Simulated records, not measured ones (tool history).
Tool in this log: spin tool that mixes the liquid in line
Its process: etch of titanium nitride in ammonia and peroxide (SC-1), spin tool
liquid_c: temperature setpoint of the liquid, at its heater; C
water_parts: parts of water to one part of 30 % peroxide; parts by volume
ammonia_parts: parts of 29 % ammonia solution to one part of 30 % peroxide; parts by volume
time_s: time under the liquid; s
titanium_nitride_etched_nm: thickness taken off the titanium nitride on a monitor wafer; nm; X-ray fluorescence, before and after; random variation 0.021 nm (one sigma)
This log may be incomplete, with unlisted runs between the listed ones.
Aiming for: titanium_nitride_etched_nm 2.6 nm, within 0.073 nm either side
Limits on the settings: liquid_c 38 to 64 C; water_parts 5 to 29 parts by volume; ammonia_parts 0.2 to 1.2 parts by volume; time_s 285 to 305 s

run	hour	liquid_c	water_parts	ammonia_parts	time_s	titanium_nitride_etched_nm
1	0	48	16	0.75	285	6.596
2	8	48	16	0.85	285	6.6883
3	10.2	48	16	1.05	285	7.007
4	13.6	47	17	1.05	285	6.3356
5	15.7	52	17	1.05	285	8.8907
6	21	56	17	1.05	285	11.894
7	26.3	54	18	1.05	285	9.9587
8	32.2	52	18.5	1.05	285	8.6507
9	32.8	50.5	19.5	1.05	285	7.491
10	36.5	49	20	1.05	285	6.5934
11	42	41	25	1	285	3.2986
12	50.1	40.5	25	1	285	3.1404
13	58.3	40	25	1	285	3.0491
14	61.9	39	25.5	1	285	2.7626
15	62.6	39	25.5	1	285	2.8281

Next run, 4 choices. One meets every target within its allowed miss, the rest don't. Which?
A	63.3	41	27	1.2	285	?
B	63.3	39.5	25	0.65	290	?
C	63.3	39.5	28	1.1	305	?
D	63.3	39	29	1	285	?

move	titanium_nitride_etched_nm
A	3.2166
B	2.7368
C	2.9725
D	2.5794
A: moves away from the targets compared with the last run
B: gains on the last run, yet a result remains outside its allowed miss
C: moves away from the targets compared with the last run
D: every result within its allowed miss
So the answer is move D, the one that meets all the targets.

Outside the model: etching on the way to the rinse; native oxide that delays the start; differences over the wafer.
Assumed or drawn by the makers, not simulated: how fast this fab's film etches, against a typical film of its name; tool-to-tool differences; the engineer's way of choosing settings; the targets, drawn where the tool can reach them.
